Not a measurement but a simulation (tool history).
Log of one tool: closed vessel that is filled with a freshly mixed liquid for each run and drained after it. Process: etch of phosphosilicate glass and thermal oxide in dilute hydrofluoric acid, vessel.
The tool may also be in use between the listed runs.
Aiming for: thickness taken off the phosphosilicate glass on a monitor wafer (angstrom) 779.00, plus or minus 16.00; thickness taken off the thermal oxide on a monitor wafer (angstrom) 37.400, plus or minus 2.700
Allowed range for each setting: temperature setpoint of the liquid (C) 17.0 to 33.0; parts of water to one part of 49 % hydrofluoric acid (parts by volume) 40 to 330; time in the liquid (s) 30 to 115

run  hour  temperature setpoint of the liquid (C)  parts of water to one part of 49 % hydrofluoric acid (parts by volume)  time in the liquid (s)  thickness taken off the phosphosilicate glass on a monitor wafer (angstrom)  thickness taken off the thermal oxide on a monitor wafer (angstrom)
  1   0.0                                    25.0                                                                     185                      60                                                                       260.18                                                               12.463
  2   1.5                                    28.0                                                                     185                      60                                                                       287.52                                                               14.106
  3   4.8                                    29.0                                                                     155                      60                                                                       373.61                                                               18.249
  4   7.3                                    30.5                                                                     155                      60                                                                       393.72                                                               17.914
     11.8  -- hydrofluoric acid flow meter replaced
  5  11.8                                    32.0                                                                     155                      60                                                                       468.68                                                               22.820
  6  12.6                                    32.5                                                                     135                      60                                                                       570.64                                                               27.215
  7  16.7                                    32.5                                                                     135                      60                                                                       564.86                                                               27.753
  8  17.9                                    32.5                                                                     125                      60                                                                       614.12                                                               31.088
  9  21.1                                    32.5                                                                     120                      60                                                                       647.27                                                               31.223
 10  29.3                                    32.5                                                                     115                      60                                                                       689.10                                                               31.992
 11  38.0                                    33.0                                                                     110                      60                                                                       725.98                                                               34.116
 12  45.0                                    33.0                                                                     110                      60                                                                       740.22                                                               34.418

Next run, 4 choices. One meets every target within its allowed miss, the rest don't. Which?
  A  52.0                                    31.5                                                                     120                      65                                                                            ?                                                                    ?
  B  52.0                                    33.0                                                                     145                      80                                                                            ?                                                                    ?
  C  52.0                                    32.0                                                                     110                      60                                                                            ?                                                                    ?
  D  52.0                                    32.5                                                                      95                      55                                                                            ?                                                                    ?

move  thickness taken off the phosphosilicate glass on a monitor wafer (angstrom)  thickness taken off the thermal oxide on a monitor wafer (angstrom)
   A                                                                       675.37                                                               32.317
   B                                                                       700.51                                                               33.520
   C                                                                       702.60                                                               33.620
   D                                                                       776.61                                                               37.162
A: moves away from the targets compared with the last run
B: moves away from the targets compared with the last run
C: moves away from the targets compared with the last run
D: each result inside its tolerance
Correct choice: D, which meets every target
